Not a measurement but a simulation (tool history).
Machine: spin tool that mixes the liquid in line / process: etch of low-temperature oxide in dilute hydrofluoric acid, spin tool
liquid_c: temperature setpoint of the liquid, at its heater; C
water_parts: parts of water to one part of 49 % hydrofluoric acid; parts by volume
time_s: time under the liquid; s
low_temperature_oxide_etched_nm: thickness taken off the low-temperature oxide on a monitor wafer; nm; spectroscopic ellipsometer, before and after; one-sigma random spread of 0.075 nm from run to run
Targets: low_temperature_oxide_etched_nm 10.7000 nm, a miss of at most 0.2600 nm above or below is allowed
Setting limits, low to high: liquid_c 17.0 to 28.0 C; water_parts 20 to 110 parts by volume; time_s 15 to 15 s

run  hour  liquid_c  water_parts  time_s  low_temperature_oxide_etched_nm
  1   0.0      20.0           60      15                           3.9019
  2   1.4      20.0           70      15                           3.2955
  3  10.3      21.5           60      15                           4.1505
  4  15.8      24.5           60      15                           4.6954
  5  19.7      25.0           55      15                           5.2875
  6  24.0      25.5           50      15                           5.8933
  7  26.4      26.0           45      15                           6.7222
  8  28.7      28.0           20      15                          17.2800
  9  30.4      26.5           20      15                          15.9820
 10  31.6      25.0           20      15                          15.0380
 11  36.8      24.0           20      15                          14.5310
 12  42.3      20.0           25      15                           9.6365
 13  43.2      21.5           25      15                          10.2690

Next run, 4 choices. One meets every target within its allowed miss, the rest don't. Which?
  A  44.1      24.0           25      15                                ?
  B  44.1      23.5           25      15                                ?
  C  44.1      18.0           20      15                                ?
  D  44.1      22.5           25      15                                ?

move  low_temperature_oxide_etched_nm
   A                          11.5400
   B                          11.3000
   C                          11.2110
   D                          10.8310
A: the result that was furthest off in the last run now lies on the other side of its target
B: the result that was furthest off in the last run now lies on the other side of its target
C: the result that was furthest off in the last run now lies on the other side of its target
D: meets every target
Move D is the one to make.
